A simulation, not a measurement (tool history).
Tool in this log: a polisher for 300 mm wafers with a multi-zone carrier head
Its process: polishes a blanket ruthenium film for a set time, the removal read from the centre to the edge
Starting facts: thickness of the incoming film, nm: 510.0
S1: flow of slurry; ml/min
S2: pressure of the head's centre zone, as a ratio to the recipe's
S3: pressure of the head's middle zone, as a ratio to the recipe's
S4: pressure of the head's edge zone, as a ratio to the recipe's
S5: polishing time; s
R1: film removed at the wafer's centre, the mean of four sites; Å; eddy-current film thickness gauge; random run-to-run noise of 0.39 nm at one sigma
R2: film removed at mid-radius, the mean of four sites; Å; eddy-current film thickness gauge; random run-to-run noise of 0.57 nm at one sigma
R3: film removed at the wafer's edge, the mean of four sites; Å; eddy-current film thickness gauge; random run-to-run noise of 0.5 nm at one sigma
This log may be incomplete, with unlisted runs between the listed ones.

run	day	S1	S2	S3	S4	S5	R1	R2	R3
1	0.000	235	1.00	1.00	1.00	65	604.07	603.17	632.80
2	0.142	235	1.00	1.00	1.03	65	610.91	615.52	629.93
3	0.242	235	1.00	1.00	1.03	62	581.21	595.45	613.27
4	0.517	235	1.00	1.00	1.11	62	583.64	590.05	628.38
5	0.700	235	1.00	1.00	1.09	59	547.13	568.43	602.24
6	0.967	235	1.01	1.00	1.07	56	526.49	524.13	573.10
7	1.150	235	1.02	1.02	1.04	54	517.63	518.28	530.69

Run 8 has not been measured yet. What should we expect?
8	1.479	235	1.02	1.02	1.03	52	?	?	?

R1: 498.48 Å
R2: 505.44 Å
R3: 508.34 Å
